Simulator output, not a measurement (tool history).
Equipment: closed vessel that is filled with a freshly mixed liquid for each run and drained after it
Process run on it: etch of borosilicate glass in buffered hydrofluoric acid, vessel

| run | hour | temperature setpoint of the liquid (°C) | parts of 40 % ammonium fluoride to one part of 49 % hydrofluoric acid (parts by volume) | time in the liquid (s) | thickness taken off the borosilicate glass on a monitor wafer (angstrom) |
|---|---|---|---|---|---|
| 1 | 0 | 23 | 16 | 85 | 656.83 |
| 2 | 7.9 | 21.5 | 16 | 85 | 602.02 |
| 3 | 10.1 | 21.5 | 18.5 | 85 | 519.04 |
| 4 | 12.9 | 21.5 | 14.5 | 85 | 662.4 |
| 5 | 22 | 20 | 15 | 85 | 589.93 |
| 6 | 25.3 | 19 | 15 | 85 | 558.13 |
| 7 | 29.7 | 18.5 | 15 | 85 | 557.92 |
| 8 | 35.8 | 18 | 15 | 85 | 532.99 |

Forecast run 9:
| 9 | 39.2 | 17.5 | 15 | 85 | ? |

Run 9 produced thickness taken off the borosilicate glass on a monitor wafer (angstrom) 523.11.
